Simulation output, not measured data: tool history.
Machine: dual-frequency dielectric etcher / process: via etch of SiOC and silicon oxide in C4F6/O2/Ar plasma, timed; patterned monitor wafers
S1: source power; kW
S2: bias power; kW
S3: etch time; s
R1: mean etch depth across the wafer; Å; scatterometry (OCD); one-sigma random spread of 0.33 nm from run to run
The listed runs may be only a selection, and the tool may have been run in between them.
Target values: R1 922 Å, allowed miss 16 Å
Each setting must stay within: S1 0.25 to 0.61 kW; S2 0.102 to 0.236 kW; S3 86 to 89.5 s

run,hour,S1,S2,S3,R1
1,0,0.43,0.169,86,996.45
2,7.7,0.43,0.169,89.5,1040.9
3,9.7,0.43,0.183,89.5,1064.6
4,13.5,0.49,0.183,89.5,1108.6
5,16.6,0.45,0.177,89.5,1070.5
6,21,0.42,0.173,89.5,1038.8
7,23.5,0.39,0.171,89.5,1012.6
8,28.8,0.37,0.169,89.5,996.71
9,32.1,0.35,0.167,89.5,979.89

Which single option among these 4 for the next run brings every result within its allowed miss of target? Just one does.
A,35.4,0.36,0.147,89.5,?
B,35.4,0.47,0.115,88.5,?
C,35.4,0.34,0.157,86.5,?
D,35.4,0.43,0.196,89.5,?

move,R1
A,950.08
B,957.64
C,919.18
D,1077.2
A: gains on the last run, yet a result remains outside its allowed miss
B: gains on the last run, yet a result remains outside its allowed miss
C: every result lands within tolerance
D: the biggest miss grows against the last run
Go with C: it meets all targets.

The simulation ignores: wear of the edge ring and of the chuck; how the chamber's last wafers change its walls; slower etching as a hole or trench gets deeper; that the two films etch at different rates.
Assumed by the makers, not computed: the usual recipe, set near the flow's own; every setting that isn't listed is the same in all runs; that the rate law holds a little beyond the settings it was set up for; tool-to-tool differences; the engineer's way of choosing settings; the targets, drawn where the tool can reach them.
